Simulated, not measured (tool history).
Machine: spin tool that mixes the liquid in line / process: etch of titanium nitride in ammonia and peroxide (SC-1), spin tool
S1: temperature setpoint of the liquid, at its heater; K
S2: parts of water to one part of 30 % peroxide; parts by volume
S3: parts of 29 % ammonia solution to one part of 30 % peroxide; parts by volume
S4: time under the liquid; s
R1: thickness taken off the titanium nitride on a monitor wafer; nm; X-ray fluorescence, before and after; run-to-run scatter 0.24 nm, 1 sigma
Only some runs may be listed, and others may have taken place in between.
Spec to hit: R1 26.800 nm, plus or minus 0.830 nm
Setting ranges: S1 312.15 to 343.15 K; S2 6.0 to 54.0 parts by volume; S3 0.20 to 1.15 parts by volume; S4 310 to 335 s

run	hour	S1	S2	S3	S4	R1
1	0.0	328.15	30.0	0.65	310	17.608
2	1.5	330.15	30.0	0.65	310	20.025
3	8.5	331.65	30.0	0.65	310	22.261
4	17.2	331.65	30.0	0.65	310	22.123
5	21.3	337.15	30.0	0.65	310	31.376
6	23.7	336.15	30.0	0.65	310	29.925
7	28.4	336.15	30.0	0.65	310	29.634
8	33.5	335.65	30.0	0.65	310	28.888
9	35.1	335.15	30.0	0.65	310	27.675

5 candidate next runs follow, results not yet known. Just one meets every target within its allowed miss. Identify it.
A	36.7	334.65	33.0	0.75	335	?
B	36.7	335.15	34.0	0.70	335	?
C	36.7	332.15	22.0	0.60	335	?
D	36.7	336.15	31.0	0.60	310	?
E	36.7	332.65	29.5	0.95	325	?

move	R1
A	28.399
B	28.469
C	29.085
D	28.775
E	26.909
A: further off than the last run
B: further off than the last run
C: further off than the last run
D: further off than the last run
E: in spec on every target
Correct choice: E, which meets every target
